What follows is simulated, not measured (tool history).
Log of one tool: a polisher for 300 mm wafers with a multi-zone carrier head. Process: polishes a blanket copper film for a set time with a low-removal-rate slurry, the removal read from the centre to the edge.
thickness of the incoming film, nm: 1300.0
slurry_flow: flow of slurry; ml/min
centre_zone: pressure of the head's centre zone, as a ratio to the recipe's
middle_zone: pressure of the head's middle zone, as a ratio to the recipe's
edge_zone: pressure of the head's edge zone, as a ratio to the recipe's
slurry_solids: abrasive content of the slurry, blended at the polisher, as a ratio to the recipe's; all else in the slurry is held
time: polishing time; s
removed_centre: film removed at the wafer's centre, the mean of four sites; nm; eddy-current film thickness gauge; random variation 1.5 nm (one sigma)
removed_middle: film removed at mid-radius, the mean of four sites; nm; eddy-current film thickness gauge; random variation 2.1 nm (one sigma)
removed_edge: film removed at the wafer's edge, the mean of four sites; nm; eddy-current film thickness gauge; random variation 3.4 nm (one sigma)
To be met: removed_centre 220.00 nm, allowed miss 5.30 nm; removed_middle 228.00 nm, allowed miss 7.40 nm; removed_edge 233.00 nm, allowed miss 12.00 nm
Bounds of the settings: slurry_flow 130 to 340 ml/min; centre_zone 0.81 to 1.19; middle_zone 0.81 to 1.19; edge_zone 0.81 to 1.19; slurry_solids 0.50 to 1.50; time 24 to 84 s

| run | day | slurry_flow | centre_zone | middle_zone | edge_zone | slurry_solids | time | removed_centre | removed_middle | removed_edge |
|---|---|---|---|---|---|---|---|---|---|---|
| 1 | 0.000 | 220 | 1.00 | 1.00 | 1.00 | 1.00 | 54 | 188.42 | 189.29 | 189.15 |
| 2 | 0.117 | 220 | 1.08 | 1.00 | 1.00 | 1.00 | 54 | 207.43 | 189.42 | 190.50 |
| 3 | 0.262 | 220 | 1.12 | 1.00 | 1.00 | 1.00 | 54 | 210.34 | 188.48 | 189.38 |
| 4 | 0.358 | 220 | 1.12 | 1.00 | 1.00 | 1.15 | 54 | 221.78 | 201.71 | 208.61 |
| 5 | 0.667 | 225 | 1.12 | 1.01 | 1.01 | 1.15 | 54 | 222.30 | 201.54 | 205.10 |
| 6 | 0.942 | 225 | 1.12 | 1.01 | 0.98 | 1.15 | 54 | 218.87 | 203.45 | 199.94 |
| 7 | 1.092 | 225 | 1.11 | 1.02 | 0.99 | 1.15 | 54 | 219.84 | 199.09 | 202.91 |
| 8 | 1.379 | 225 | 1.10 | 1.03 | 0.98 | 1.20 | 54 | 219.61 | 209.06 | 196.28 |
| 9 | 1.742 | 225 | 1.09 | 1.03 | 1.00 | 1.20 | 54 | 216.08 | 207.47 | 204.13 |

Which of these 4 next moves meets every target?
| A | 2.104 | 290 | 1.06 | 1.19 | 0.81 | 0.85 | 58 | ? | ? | ? |
| B | 2.104 | 230 | 1.09 | 1.09 | 0.96 | 1.05 | 59 | ? | ? | ? |
| C | 2.104 | 205 | 0.99 | 1.03 | 1.07 | 1.25 | 60 | ? | ? | ? |
| D | 2.104 | 245 | 1.04 | 1.07 | 1.00 | 1.15 | 53 | ? | ? | ? |

| move | removed_centre | removed_middle | removed_edge |
|---|---|---|---|
| A | 212.00 | 233.82 | 179.88 |
| B | 230.74 | 230.81 | 207.83 |
| C | 220.96 | 233.07 | 232.61 |
| D | 204.87 | 211.51 | 196.85 |
A: brings the result that was furthest off to its target, and leaves another outside
B: brings the result that was furthest off to its target, and leaves another outside
C: meets every target
D: further off than the last run
The right move is C.
